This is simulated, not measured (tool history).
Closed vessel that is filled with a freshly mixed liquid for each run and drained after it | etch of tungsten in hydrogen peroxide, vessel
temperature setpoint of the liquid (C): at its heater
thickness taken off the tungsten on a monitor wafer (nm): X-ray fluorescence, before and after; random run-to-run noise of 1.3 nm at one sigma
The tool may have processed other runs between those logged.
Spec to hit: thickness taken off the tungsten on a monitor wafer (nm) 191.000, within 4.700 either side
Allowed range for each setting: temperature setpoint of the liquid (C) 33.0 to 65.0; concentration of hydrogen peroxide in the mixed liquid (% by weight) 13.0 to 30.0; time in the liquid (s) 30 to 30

run,hour,temperature setpoint of the liquid (C),concentration of hydrogen peroxide in the mixed liquid (% by weight),time in the liquid (s),thickness taken off the tungsten on a monitor wafer (nm)
1,0.0,49.0,25.0,30,94.774
2,6.0,51.0,25.0,30,108.050
3,11.9,52.5,25.0,30,118.350
4,16.3,52.5,21.0,30,108.930
5,20.1,54.0,21.0,30,118.810
6,26.7,54.0,21.0,30,117.030
7,35.1,54.0,21.0,30,118.470
8,39.0,55.5,21.0,30,128.540
9,48.2,63.5,21.0,30,204.080
10,53.0,63.0,21.0,30,197.770

Which one of the following 4 next-run settings gets every result inside its allowed miss? There is exactly one.
A,57.8,63.5,16.0,30,?
B,57.8,61.5,20.0,30,?
C,57.8,61.0,24.5,30,?
D,57.8,62.5,22.5,30,?

move,thickness taken off the tungsten on a monitor wafer (nm)
A,179.050
B,178.740
C,192.260
D,200.660
A: takes the biggest miss from the last run beyond its target
B: takes the biggest miss from the last run beyond its target
C: in spec on every target
D: the biggest miss grows against the last run
The move that meets every target is C.
